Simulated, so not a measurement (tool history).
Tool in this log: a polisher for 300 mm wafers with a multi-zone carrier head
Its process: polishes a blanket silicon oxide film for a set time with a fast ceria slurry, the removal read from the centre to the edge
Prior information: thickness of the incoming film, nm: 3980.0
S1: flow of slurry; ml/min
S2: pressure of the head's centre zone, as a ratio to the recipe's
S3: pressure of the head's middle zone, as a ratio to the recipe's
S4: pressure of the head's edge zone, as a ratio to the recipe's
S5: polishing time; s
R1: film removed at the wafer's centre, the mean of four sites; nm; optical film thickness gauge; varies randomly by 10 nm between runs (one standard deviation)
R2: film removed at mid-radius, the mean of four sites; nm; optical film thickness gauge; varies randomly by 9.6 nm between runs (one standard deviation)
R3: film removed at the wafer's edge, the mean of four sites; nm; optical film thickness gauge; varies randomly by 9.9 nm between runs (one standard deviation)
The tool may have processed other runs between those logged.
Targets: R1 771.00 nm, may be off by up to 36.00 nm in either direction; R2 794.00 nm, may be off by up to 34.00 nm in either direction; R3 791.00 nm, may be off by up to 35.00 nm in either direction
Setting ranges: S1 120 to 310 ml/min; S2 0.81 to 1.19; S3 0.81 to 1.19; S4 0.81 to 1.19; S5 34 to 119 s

run  hour   S1    S2    S3    S4  S5       R1       R2       R3
  1   0.0  200  1.00  1.00  1.00  76  1119.90  1100.30  1115.20
  2   8.8  195  0.98  0.99  0.98  71   995.87  1016.40  1034.10
  3  17.6  195  0.98  0.99  1.03  71  1002.60  1007.10  1074.20
  4  22.5  195  0.97  0.98  0.99  67   932.94   964.26  1001.80
  5  27.2  190  0.98  0.97  0.96  64   907.07   896.05   925.54
  6  29.3  190  0.98  1.00  0.96  64   893.35   906.67   930.52
  7  32.0  185  0.97  1.00  0.93  63   876.30   876.16   902.44
  8  37.1  175  0.92  1.03  0.84  55   726.85   764.37   767.16
  9  44.3  180  0.93  1.03  0.85  55   736.90   796.81   755.00

Next run, 5 choices. One meets every target within its allowed miss, the rest don't. Which?
  A  51.5  120  0.97  1.01  0.85  62   ?   ?   ?
  B  51.5  230  1.00  1.12  0.83  52   ?   ?   ?
  C  51.5  160  0.96  1.11  0.86  53   ?   ?   ?
  D  51.5  275  0.98  1.05  0.81  50   ?   ?   ?
  E  51.5  190  0.97  1.06  0.83  49   ?   ?   ?

move      R1      R2      R3
   A  767.02  791.15  803.27
   B  771.13  821.38  735.39
   C  704.33  781.97  724.18
   D  744.06  767.80  714.38
   E  682.02  720.31  678.62
A: meets every target
B: its largest miss is bigger than the last run's
C: its largest miss is bigger than the last run's
D: its largest miss is bigger than the last run's
E: its largest miss is bigger than the last run's
Correct choice: A, which meets every target

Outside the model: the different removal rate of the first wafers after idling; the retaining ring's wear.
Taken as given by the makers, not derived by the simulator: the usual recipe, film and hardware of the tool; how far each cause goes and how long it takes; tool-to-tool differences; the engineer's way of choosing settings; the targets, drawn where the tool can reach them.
